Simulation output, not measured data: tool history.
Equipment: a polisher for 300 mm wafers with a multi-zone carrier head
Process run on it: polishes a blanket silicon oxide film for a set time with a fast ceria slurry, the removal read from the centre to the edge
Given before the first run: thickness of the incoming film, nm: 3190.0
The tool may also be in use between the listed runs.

run    day  flow of slurry (ml/min)  pressure of the head's centre zone  pressure of the head's middle zone  pressure of the head's edge zone  polishing time (s)  film removed at the wafer's centre (angstrom)  film removed at mid-radius (angstrom)  film removed at the wafer's edge (angstrom)
  1  0.000                      165                                1.00                                1.00                              1.00                  37                                         4931.2                                 4868.3                                       4857.3
  2  0.183                      190                                1.00                                1.00                              1.00                  37                                         5151.9                                 4996.1                                       4920.7
  3  0.212                      190                                1.00                                1.06                              1.00                  37                                         5116.0                                 5177.5                                       4985.2
  4  0.350                      190                                1.00                                0.99                              1.00                  37                                         5103.4                                 4870.9                                       4896.5
  5  0.571                      185                                1.00                                1.02                              1.02                  40                                         5546.4                                 5446.0                                       5351.2
  6  0.696                      185                                0.99                                1.03                              1.04                  42                                         5730.0                                 5745.3                                       5637.5
  7  0.958                      185                                0.98                                1.04                              1.06                  44                                         5987.5                                 6155.7                                       5898.0
  8  1.242                      180                                0.97                                1.03                              1.08                  46                                         6149.6                                 6174.3                                       6236.0
  9  1.529                      180                                0.97                                1.05                              1.09                  47                                         6264.4                                 6491.4                                       6582.9

Run 10, settings as shown, results not yet in. Your forecast:
 10  1.621                      185                                0.98                                1.07                              1.10                  47                                              ?                                      ?                                            ?

{"run 10": {"film removed at the wafer's centre (angstrom)": 6402.9, "film removed at mid-radius (angstrom)": 6627.3, "film removed at the wafer's edge (angstrom)": 6506.3}}

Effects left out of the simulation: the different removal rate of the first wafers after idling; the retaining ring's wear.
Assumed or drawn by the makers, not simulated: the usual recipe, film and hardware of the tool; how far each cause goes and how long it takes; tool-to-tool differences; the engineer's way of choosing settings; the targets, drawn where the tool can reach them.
